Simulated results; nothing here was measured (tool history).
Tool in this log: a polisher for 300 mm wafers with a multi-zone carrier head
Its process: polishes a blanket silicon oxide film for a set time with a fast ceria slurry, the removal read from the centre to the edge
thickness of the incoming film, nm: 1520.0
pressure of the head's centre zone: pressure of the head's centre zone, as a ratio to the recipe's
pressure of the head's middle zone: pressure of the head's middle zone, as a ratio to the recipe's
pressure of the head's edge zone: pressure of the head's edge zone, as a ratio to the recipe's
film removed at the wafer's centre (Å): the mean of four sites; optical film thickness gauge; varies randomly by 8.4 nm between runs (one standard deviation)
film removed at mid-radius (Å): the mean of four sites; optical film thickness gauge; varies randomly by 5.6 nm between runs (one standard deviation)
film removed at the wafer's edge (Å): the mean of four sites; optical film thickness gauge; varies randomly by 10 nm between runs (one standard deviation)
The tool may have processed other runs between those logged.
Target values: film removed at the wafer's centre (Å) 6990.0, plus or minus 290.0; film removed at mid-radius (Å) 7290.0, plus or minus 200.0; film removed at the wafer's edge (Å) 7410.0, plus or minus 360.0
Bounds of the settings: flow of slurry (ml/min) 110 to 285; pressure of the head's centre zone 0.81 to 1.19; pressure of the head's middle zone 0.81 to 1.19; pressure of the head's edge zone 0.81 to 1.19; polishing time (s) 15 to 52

run,hour,flow of slurry (ml/min),pressure of the head's centre zone,pressure of the head's middle zone,pressure of the head's edge zone,polishing time (s),film removed at the wafer's centre (Å),film removed at mid-radius (Å),film removed at the wafer's edge (Å)
1,0.0,180,1.00,1.00,1.00,33,6273.0,6429.9,6374.1
2,8.8,150,1.00,1.00,1.00,33,6241.5,6271.2,6079.3
3,12.6,110,1.00,1.00,1.00,33,5741.5,5832.8,5845.0
4,14.3,140,1.00,1.00,1.03,33,6098.6,6155.7,6299.7
5,20.9,115,1.00,1.00,1.03,33,5901.3,5853.6,6002.5
6,21.5,145,1.00,1.01,1.05,33,6095.4,6216.6,6260.6
7,24.9,165,1.00,1.01,1.07,33,6206.5,6471.5,6299.2
8,25.6,175,0.99,0.99,1.08,34,6547.4,6604.0,6778.8
9,29.2,190,0.99,0.99,1.09,34,6698.0,6769.3,6857.8
10,37.3,200,0.98,0.99,1.10,34,6439.5,6654.1,7073.3

Exercise: of the 5 proposed moves below, exactly one satisfies all targets within the stated allowed misses. Which move is it?
A,45.4,205,0.99,0.83,1.15,34,?,?,?
B,45.4,240,1.02,0.81,0.94,35,?,?,?
C,45.4,185,0.96,1.11,1.11,33,?,?,?
D,45.4,215,0.98,1.04,1.17,35,?,?,?
E,45.4,175,1.08,0.93,1.15,33,?,?,?

move,film removed at the wafer's centre (Å),film removed at mid-radius (Å),film removed at the wafer's edge (Å)
A,6661.4,6002.9,6985.6
B,7170.6,6206.3,6611.5
C,6225.8,7022.3,6565.4
D,6863.5,7260.0,7273.4
E,6725.0,6142.1,6656.6
A: moves away from the targets compared with the last run
B: moves away from the targets compared with the last run
C: closes in on the targets versus the last run, not all within tolerance yet
D: every result within its allowed miss
E: moves away from the targets compared with the last run
The move that meets every target is D.

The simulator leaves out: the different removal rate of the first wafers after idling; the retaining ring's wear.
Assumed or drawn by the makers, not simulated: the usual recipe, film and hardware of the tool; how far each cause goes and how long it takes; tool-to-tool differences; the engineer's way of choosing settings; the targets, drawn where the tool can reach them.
